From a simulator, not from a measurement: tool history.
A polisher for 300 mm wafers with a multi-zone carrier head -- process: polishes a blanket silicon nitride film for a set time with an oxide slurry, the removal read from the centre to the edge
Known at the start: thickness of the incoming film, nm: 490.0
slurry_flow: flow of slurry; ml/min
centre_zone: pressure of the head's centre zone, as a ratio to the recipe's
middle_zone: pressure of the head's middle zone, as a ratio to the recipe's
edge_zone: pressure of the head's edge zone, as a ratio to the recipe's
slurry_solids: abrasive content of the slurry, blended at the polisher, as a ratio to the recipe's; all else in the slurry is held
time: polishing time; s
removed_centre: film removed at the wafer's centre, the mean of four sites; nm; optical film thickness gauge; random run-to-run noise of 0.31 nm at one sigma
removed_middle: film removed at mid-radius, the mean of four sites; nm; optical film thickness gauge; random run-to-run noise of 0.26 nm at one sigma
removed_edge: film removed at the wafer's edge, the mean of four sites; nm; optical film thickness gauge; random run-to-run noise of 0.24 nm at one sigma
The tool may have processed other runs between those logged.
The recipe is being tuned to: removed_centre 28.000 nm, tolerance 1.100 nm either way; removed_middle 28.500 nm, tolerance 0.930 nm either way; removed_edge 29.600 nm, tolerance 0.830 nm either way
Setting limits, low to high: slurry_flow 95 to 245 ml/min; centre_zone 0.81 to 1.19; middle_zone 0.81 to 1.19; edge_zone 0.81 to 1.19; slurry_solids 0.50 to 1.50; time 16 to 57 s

run 1 hour=0.0 | slurry_flow=155 centre_zone=1.00 middle_zone=1.00 edge_zone=1.00 slurry_solids=1.00 time=36 | removed_centre=17.072 removed_middle=19.814 removed_edge=19.326
run 2 hour=4.7 | slurry_flow=165 centre_zone=1.02 middle_zone=1.00 edge_zone=1.03 slurry_solids=1.10 time=37 | removed_centre=19.026 removed_middle=20.863 removed_edge=21.120
run 3 hour=13.4 | slurry_flow=165 centre_zone=1.02 middle_zone=0.93 edge_zone=1.03 slurry_solids=1.10 time=37 | removed_centre=18.668 removed_middle=20.076 removed_edge=20.836
run 4 hour=20.7 | slurry_flow=175 centre_zone=1.03 middle_zone=0.97 edge_zone=1.05 slurry_solids=1.20 time=38 | removed_centre=20.528 removed_middle=22.833 removed_edge=22.960
-- hour=25.6 centre zone pressure recalibrated
run 5 hour=25.6 | slurry_flow=175 centre_zone=1.05 middle_zone=0.97 edge_zone=1.07 slurry_solids=1.25 time=39 | removed_centre=24.597 removed_middle=23.558 removed_edge=23.966
run 6 hour=32.7 | slurry_flow=175 centre_zone=1.05 middle_zone=0.97 edge_zone=1.07 slurry_solids=1.25 time=48 | removed_centre=29.811 removed_middle=28.757 removed_edge=29.548
run 7 hour=35.2 | slurry_flow=175 centre_zone=1.04 middle_zone=0.97 edge_zone=1.07 slurry_solids=1.25 time=48 | removed_centre=29.532 removed_middle=29.190 removed_edge=29.492
run 8 hour=39.7 | slurry_flow=170 centre_zone=1.03 middle_zone=0.97 edge_zone=1.08 slurry_solids=1.25 time=48 | removed_centre=29.798 removed_middle=28.118 removed_edge=29.077

Exercise: of the 5 proposed moves below, exactly one satisfies all targets within the stated allowed misses. Which move is it?
run A hour=44.2 | slurry_flow=135 centre_zone=0.90 middle_zone=0.90 edge_zone=1.13 slurry_solids=1.10 time=52 | removed_centre=? removed_middle=? removed_edge=?
run B hour=44.2 | slurry_flow=170 centre_zone=1.02 middle_zone=1.00 edge_zone=1.01 slurry_solids=1.30 time=46 | removed_centre=? removed_middle=? removed_edge=?
run C hour=44.2 | slurry_flow=160 centre_zone=1.01 middle_zone=0.94 edge_zone=0.99 slurry_solids=1.35 time=45 | removed_centre=? removed_middle=? removed_edge=?
run D hour=44.2 | slurry_flow=160 centre_zone=0.99 middle_zone=0.99 edge_zone=1.14 slurry_solids=1.15 time=49 | removed_centre=? removed_middle=? removed_edge=?
run E hour=44.2 | slurry_flow=155 centre_zone=1.10 middle_zone=1.00 edge_zone=1.19 slurry_solids=1.20 time=44 | removed_centre=? removed_middle=? removed_edge=?

move=A removed_centre=24.895 removed_middle=26.472 removed_edge=29.630
move=B removed_centre=28.222 removed_middle=28.324 removed_edge=27.605
move=C removed_centre=27.363 removed_middle=26.572 removed_edge=26.959
move=D removed_centre=27.435 removed_middle=28.210 removed_edge=29.280
move=E removed_centre=27.672 removed_middle=25.780 removed_edge=27.144
A: the result that was furthest off in the last run now lies on the other side of its target
B: meets the target for the result that was furthest off, but another lies outside its allowed miss
C: meets the target for the result that was furthest off, but another lies outside its allowed miss
D: all results in spec
E: meets the target for the result that was furthest off, but another lies outside its allowed miss
Go with D: it meets all targets.
